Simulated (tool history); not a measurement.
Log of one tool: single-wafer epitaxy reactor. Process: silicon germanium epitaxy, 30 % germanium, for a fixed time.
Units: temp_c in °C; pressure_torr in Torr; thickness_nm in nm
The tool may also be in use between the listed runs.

run  hour  temp_c  pressure_torr  thickness_nm
  1     0     575           17.9        33.524
  2   3.8     575             15        29.989
  3  11.1     579           15.1        32.169
  4  18.2     579             13        28.691
  5    23     583           13.4        31.603
  6  31.9     590           13.4         35.39
  7  32.6     592           13.6        37.016

Run 8 comes next. What will it give?
  8  38.3     593           13.8             ?

{"run 8": {"thickness_nm": 38.088}}
